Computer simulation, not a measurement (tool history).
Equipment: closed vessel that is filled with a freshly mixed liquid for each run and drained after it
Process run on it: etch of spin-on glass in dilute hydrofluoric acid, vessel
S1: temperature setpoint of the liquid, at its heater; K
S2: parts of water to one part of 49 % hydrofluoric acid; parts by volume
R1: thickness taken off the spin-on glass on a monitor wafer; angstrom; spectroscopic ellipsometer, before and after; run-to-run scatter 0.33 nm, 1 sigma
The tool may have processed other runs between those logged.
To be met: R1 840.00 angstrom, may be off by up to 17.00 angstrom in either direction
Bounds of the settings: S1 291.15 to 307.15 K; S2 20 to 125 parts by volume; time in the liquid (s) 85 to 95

{"run": 1, "day": 0.0, "S1": 299.15, "S2": 70, "time in the liquid (s)": 85, "R1": 521.38}
{"run": 2, "day": 0.367, "S1": 297.15, "S2": 70, "time in the liquid (s)": 85, "R1": 483.41}
{"run": 3, "day": 0.704, "S1": 296.15, "S2": 70, "time in the liquid (s)": 85, "R1": 465.36}
{"run": 4, "day": 0.938, "S1": 294.15, "S2": 70, "time in the liquid (s)": 85, "R1": 426.4}
{"run": 5, "day": 1.125, "S1": 296.65, "S2": 70, "time in the liquid (s)": 85, "R1": 473.7}
{"run": 6, "day": 1.233, "S1": 298.15, "S2": 70, "time in the liquid (s)": 85, "R1": 502.15}
{"run": 7, "day": 1.592, "S1": 299.65, "S2": 70, "time in the liquid (s)": 85, "R1": 533.25}
{"run": 8, "day": 1.942, "S1": 299.65, "S2": 70, "time in the liquid (s)": 85, "R1": 535.03}
{"run": 9, "day": 2.246, "S1": 303.65, "S2": 55, "time in the liquid (s)": 85, "R1": 813.05}

Consider the 4 candidate settings below. Which is the only one whose results all fall within their allowed miss of target?
{"run": "A", "day": 2.55, "S1": 302.65, "S2": 55, "time in the liquid (s)": 85, "R1": "?"}
{"run": "B", "day": 2.55, "S1": 299.15, "S2": 50, "time in the liquid (s)": 90, "R1": "?"}
{"run": "C", "day": 2.55, "S1": 301.65, "S2": 50, "time in the liquid (s)": 85, "R1": "?"}
{"run": "D", "day": 2.55, "S1": 305.65, "S2": 60, "time in the liquid (s)": 85, "R1": "?"}

move=A R1=778.87
move=B R1=794.77
move=C R1=829.79
move=D R1=795.51
A: the biggest miss grows against the last run
B: the biggest miss grows against the last run
C: hits every target within its allowed miss
D: the biggest miss grows against the last run
C meets every target.
